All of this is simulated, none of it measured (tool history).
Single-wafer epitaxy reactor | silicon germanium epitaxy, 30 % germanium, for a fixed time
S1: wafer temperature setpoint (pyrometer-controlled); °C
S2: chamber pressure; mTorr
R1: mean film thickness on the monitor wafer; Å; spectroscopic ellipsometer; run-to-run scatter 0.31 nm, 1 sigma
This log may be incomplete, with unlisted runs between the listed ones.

run  hour   S1     S2      R1
  1     0  605  25100  770.29
  2   2.4  607  25200  800.15
  3   7.8  603  25200  741.02
  4  14.4  603  22300  699.69
  5  17.6  597  22300  612.79
  6  25.6  602  22500  687.17

Estimate the outcome of run 7 from the log above:
  7  28.6  606  22600   ?

R1: 751.9 Å
